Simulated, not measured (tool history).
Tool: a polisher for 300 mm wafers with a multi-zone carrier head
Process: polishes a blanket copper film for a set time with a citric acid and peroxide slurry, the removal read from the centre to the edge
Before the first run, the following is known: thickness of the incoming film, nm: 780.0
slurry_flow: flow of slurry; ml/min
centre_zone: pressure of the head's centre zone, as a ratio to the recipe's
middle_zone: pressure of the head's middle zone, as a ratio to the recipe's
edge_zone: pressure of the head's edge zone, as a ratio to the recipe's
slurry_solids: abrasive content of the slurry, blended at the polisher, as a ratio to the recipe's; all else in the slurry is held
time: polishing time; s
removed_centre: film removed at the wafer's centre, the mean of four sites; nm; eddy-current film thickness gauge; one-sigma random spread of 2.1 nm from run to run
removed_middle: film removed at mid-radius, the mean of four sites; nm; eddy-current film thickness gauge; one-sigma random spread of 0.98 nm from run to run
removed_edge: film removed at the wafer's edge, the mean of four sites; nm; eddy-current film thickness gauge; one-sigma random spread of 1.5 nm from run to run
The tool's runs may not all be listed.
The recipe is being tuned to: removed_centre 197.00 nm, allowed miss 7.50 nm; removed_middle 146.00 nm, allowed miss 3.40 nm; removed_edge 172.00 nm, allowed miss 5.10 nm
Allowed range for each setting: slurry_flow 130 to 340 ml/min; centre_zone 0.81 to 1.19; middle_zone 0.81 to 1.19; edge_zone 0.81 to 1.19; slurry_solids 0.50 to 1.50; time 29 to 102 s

run	hour	slurry_flow	centre_zone	middle_zone	edge_zone	slurry_solids	time	removed_centre	removed_middle	removed_edge
1	0.0	220	1.00	1.00	1.00	1.00	65	126.28	118.56	118.98
2	4.4	225	1.03	0.98	1.03	1.10	67	134.82	122.89	127.16
3	6.0	225	1.03	0.98	0.97	1.10	67	134.13	122.87	125.61
4	12.7	225	1.03	1.02	0.97	1.10	67	135.55	127.33	123.30
5	17.9	225	1.03	1.02	0.89	1.10	67	132.81	125.46	120.52
6	24.3	225	1.03	1.02	0.89	1.10	74	149.46	141.70	132.15
7	29.4	235	1.06	0.99	0.93	1.20	74	155.82	141.30	139.22
8	30.7	245	1.09	0.97	0.96	1.25	75	165.14	141.56	144.61
9	38.4	250	1.11	0.96	0.99	1.30	76	169.16	144.56	147.20
10	45.6	200	1.19	0.86	1.09	1.40	88	209.81	150.84	177.60

Exactly one of the 4 candidate moves below puts every result within its allowed miss. Which one?
A	52.8	130	1.19	0.87	1.10	1.40	89	?	?	?
B	52.8	160	1.11	0.94	1.14	1.25	89	?	?	?
C	52.8	185	1.04	0.87	1.12	1.40	85	?	?	?
D	52.8	190	1.14	0.97	1.02	1.50	80	?	?	?

move	removed_centre	removed_middle	removed_edge
A	194.37	145.39	171.13
B	185.18	155.49	172.31
C	175.75	145.40	170.04
D	181.26	152.57	157.50
A: each result inside its tolerance
B: takes the result that was furthest off past its target
C: takes the result that was furthest off past its target
D: takes the result that was furthest off past its target
The move that meets every target is A.

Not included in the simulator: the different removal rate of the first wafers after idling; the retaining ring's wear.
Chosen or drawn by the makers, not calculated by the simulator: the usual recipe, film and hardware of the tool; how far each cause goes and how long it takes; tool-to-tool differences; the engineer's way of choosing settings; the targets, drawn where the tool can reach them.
